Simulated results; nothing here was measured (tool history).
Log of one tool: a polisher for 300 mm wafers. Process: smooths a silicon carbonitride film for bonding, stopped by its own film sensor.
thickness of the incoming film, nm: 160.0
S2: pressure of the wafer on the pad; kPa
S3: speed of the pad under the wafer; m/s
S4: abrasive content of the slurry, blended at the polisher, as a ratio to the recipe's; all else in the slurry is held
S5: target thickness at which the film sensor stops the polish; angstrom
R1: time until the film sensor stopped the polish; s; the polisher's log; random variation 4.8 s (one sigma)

{"run": 1, "hour": 0.0, "flow of slurry (ml/min)": 240, "S2": 13.1, "S3": 0.84, "S4": 1, "S5": 1320, "R1": 164.56}
{"run": 2, "hour": 4.8, "flow of slurry (ml/min)": 240, "S2": 13.1, "S3": 0.84, "S4": 1, "S5": 1300, "R1": 169.23}
{"run": 3, "hour": 10.9, "flow of slurry (ml/min)": 240, "S2": 16.5, "S3": 0.84, "S4": 1, "S5": 1300, "R1": 137.75}
{"run": 4, "hour": 16.6, "flow of slurry (ml/min)": 240, "S2": 16.5, "S3": 0.84, "S4": 1, "S5": 1300, "R1": 139.86}
{"run": 5, "hour": 22.0, "flow of slurry (ml/min)": 240, "S2": 14.5, "S3": 0.84, "S4": 1, "S5": 1300, "R1": 156.81}
{"run": 6, "hour": 28.0, "flow of slurry (ml/min)": 240, "S2": 14.5, "S3": 0.94, "S4": 1, "S5": 1300, "R1": 146.73}

The next listed run, before its measurement:
{"run": 7, "hour": 30.2, "flow of slurry (ml/min)": 240, "S2": 12.4, "S3": 0.9, "S4": 1, "S5": 1300, "R1": "?"}

R1: 174.36 s
